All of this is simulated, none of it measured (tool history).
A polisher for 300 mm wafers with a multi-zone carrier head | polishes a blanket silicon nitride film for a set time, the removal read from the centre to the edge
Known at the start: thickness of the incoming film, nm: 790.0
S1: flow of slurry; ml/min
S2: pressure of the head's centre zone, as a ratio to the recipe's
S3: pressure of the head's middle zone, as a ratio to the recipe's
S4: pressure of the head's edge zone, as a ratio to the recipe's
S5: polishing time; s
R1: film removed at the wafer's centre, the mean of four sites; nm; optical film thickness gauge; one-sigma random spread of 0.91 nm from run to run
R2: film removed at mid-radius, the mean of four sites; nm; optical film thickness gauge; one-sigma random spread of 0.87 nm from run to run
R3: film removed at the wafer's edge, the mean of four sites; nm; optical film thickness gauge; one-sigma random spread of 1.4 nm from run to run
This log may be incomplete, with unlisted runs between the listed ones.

Run 1, hour 0.0: S1 290 ml/min, S2 1.00, S3 1.00, S4 1.00, S5 83 s. Result: R1 106.48 nm, R2 105.450 nm, R3 103.60 nm.
Run 2, hour 2.1: S1 285 ml/min, S2 0.99, S3 1.00, S4 1.00, S5 83 s. Result: R1 101.38 nm, R2 102.370 nm, R3 106.37 nm.
Run 3, hour 7.9: S1 285 ml/min, S2 0.99, S3 0.92, S4 1.00, S5 83 s. Result: R1 102.16 nm, R2 96.378 nm, R3 109.28 nm.
Run 4, hour 13.5: S1 255 ml/min, S2 0.99, S3 0.92, S4 1.00, S5 83 s. Result: R1 101.75 nm, R2 96.667 nm, R3 106.78 nm.
Run 5, hour 15.5: S1 255 ml/min, S2 0.99, S3 0.87, S4 1.00, S5 83 s. Result: R1 100.64 nm, R2 91.743 nm, R3 105.89 nm.
Run 6, hour 20.9: S1 255 ml/min, S2 1.06, S3 0.87, S4 1.00, S5 83 s. Result: R1 109.82 nm, R2 92.860 nm, R3 105.87 nm.

Expected results for the next run?
Run 7, hour 27.3: S1 250 ml/min, S2 1.04, S3 0.89, S4 1.00, S5 83 s. Result: R1 ?, R2 ?, R3 ?.

R1: 104.32 nm
R2: 92.692 nm
R3: 106.27 nm
